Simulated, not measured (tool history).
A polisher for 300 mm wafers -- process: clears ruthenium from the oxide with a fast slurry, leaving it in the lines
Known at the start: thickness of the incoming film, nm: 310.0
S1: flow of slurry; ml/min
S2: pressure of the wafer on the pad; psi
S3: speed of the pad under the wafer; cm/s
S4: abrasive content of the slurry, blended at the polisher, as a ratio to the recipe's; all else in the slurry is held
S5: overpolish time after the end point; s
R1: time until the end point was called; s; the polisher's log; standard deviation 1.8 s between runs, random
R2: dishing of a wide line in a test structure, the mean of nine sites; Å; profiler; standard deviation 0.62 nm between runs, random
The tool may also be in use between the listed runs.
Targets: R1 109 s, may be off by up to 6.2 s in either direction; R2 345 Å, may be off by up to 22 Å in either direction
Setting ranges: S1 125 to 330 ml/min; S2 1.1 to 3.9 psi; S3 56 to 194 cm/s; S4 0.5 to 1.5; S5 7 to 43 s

run,hour,S1,S2,S3,S4,S5,R1,R2
1,0,210,2.5,124,1,22,52.784,810.61
2,3.3,210,2.3,118,1,20,60.92,694.64
3,7.2,210,2.3,118,1,24,62.783,761.05
4,15.7,210,2.3,92,1,24,77.991,662.93
5,18.3,210,2.3,80,1,24,89.058,572.85
6,26,210,2.2,78,1,22,96.817,537.12
7,30.8,210,2.2,78,1,19,91.068,484.78
8,35.4,210,2.1,78,1,18,101.74,436.98
9,42.1,210,2.1,78,1,17,99.065,419.82
10,43.2,210,2.1,78,1,16,98.501,390.38

Of the 4 settings listed for the next run, only one would bring every result within its allowed miss of target. Which one?
A,44.3,190,1.9,74,1.15,15,?,?
B,44.3,165,1.5,88,0.95,14,?,?
C,44.3,170,1.7,78,0.95,18,?,?
D,44.3,205,1.9,70,0.95,14,?,?

move,R1,R2
A,108.91,331.48
B,126.94,272.83
C,125.75,342.68
D,121.6,283.43
A: every result lands within tolerance
B: the result that was furthest off in the last run now lies on the other side of its target
C: corrects the largest miss of the last run, while another result sits out of spec
D: the result that was furthest off in the last run now lies on the other side of its target
A is the move that brings every result within its allowed miss.
